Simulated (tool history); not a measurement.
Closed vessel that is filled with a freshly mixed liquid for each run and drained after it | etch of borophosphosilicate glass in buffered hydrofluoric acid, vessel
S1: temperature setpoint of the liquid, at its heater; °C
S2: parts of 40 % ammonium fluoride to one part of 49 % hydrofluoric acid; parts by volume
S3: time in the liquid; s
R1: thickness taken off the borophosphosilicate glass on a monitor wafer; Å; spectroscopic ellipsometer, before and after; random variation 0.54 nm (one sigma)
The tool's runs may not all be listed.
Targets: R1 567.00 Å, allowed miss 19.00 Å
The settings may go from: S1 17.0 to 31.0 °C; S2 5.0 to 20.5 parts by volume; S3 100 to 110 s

Run 1, hour 0.0: S1 23.0 °C, S2 12.5 parts by volume, S3 100 s. Result: R1 981.49 Å.
Run 2, hour 1.1: S1 23.0 °C, S2 12.5 parts by volume, S3 100 s. Result: R1 980.45 Å.
Run 3, hour 8.7: S1 23.0 °C, S2 12.5 parts by volume, S3 100 s. Result: R1 991.61 Å.
Run 4, hour 17.8: S1 25.0 °C, S2 12.5 parts by volume, S3 100 s. Result: R1 1094.00 Å.
Run 5, hour 23.4: S1 25.0 °C, S2 12.5 parts by volume, S3 100 s. Result: R1 1101.60 Å.
Run 6, hour 24.3: S1 23.5 °C, S2 13.0 parts by volume, S3 100 s. Result: R1 975.36 Å.
Run 7, hour 32.0: S1 22.0 °C, S2 13.5 parts by volume, S3 100 s. Result: R1 868.75 Å.
Run 8, hour 40.7: S1 21.0 °C, S2 14.0 parts by volume, S3 100 s. Result: R1 788.01 Å.
At hour 43.1: thermometer replaced.
Run 9, hour 43.1: S1 17.0 °C, S2 16.0 parts by volume, S3 100 s. Result: R1 503.06 Å.
Run 10, hour 46.6: S1 17.5 °C, S2 16.0 parts by volume, S3 100 s. Result: R1 521.14 Å.
Run 11, hour 49.9: S1 18.0 °C, S2 16.0 parts by volume, S3 100 s. Result: R1 538.97 Å.

Which of these 5 next moves meets every target?
Run A, hour 53.2: S1 17.0 °C, S2 14.0 parts by volume, S3 100 s. Result: R1 ?.
Run B, hour 53.2: S1 17.0 °C, S2 15.5 parts by volume, S3 100 s. Result: R1 ?.
Run C, hour 53.2: S1 21.5 °C, S2 20.0 parts by volume, S3 105 s. Result: R1 ?.
Run D, hour 53.2: S1 17.0 °C, S2 16.0 parts by volume, S3 105 s. Result: R1 ?.
Run E, hour 53.2: S1 19.0 °C, S2 18.5 parts by volume, S3 105 s. Result: R1 ?.

move      R1
   A  566.99
   B  512.68
   C  537.38
   D  521.65
   E  505.43
A: meets every target
B: further off than the last run
C: further off than the last run
D: further off than the last run
E: further off than the last run
Move A is the one to make.

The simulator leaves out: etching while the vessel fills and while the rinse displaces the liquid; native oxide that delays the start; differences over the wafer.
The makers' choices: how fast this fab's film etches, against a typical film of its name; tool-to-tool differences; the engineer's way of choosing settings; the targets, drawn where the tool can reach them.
